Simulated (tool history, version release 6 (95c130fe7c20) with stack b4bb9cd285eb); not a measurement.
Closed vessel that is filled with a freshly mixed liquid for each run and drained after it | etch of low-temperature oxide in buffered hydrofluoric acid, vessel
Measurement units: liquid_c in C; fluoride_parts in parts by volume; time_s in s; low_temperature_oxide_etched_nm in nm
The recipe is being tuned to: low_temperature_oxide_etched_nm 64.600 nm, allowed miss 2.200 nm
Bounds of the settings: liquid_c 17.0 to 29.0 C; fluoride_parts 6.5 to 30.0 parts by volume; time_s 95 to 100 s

| run | day | liquid_c | fluoride_parts | time_s | low_temperature_oxide_etched_nm |
|---|---|---|---|---|---|
| 1 | 0.000 | 21.0 | 18.5 | 95 | 112.630 |
| 2 | 0.067 | 21.0 | 18.5 | 100 | 117.820 |
| 3 | 0.217 | 20.0 | 20.5 | 100 | 101.770 |
| 4 | 0.258 | 20.0 | 20.5 | 100 | 99.860 |
| 5 | 0.454 | 19.5 | 21.5 | 100 | 95.364 |
| 6 | 0.683 | 19.5 | 21.5 | 100 | 96.262 |
| 7 | 1.050 | 19.5 | 21.5 | 100 | 94.495 |
| 8 | 1.271 | 17.0 | 27.5 | 100 | 70.511 |
| 9 | 1.542 | 17.0 | 28.0 | 100 | 68.742 |

Exercise: of the 4 proposed moves below, exactly one satisfies all targets within the stated allowed misses. Which move is it?
| A | 1.812 | 17.0 | 27.5 | 100 | ? |
| B | 1.812 | 17.5 | 30.0 | 95 | ? |
| C | 1.812 | 18.5 | 28.0 | 95 | ? |
| D | 1.812 | 17.0 | 26.5 | 100 | ? |

| move | low_temperature_oxide_etched_nm |
|---|---|
| A | 69.305 |
| B | 63.788 |
| C | 70.841 |
| D | 71.108 |
A: moves away from the targets compared with the last run
B: in spec on every target
C: moves away from the targets compared with the last run
D: moves away from the targets compared with the last run
Go with B: it meets all targets.
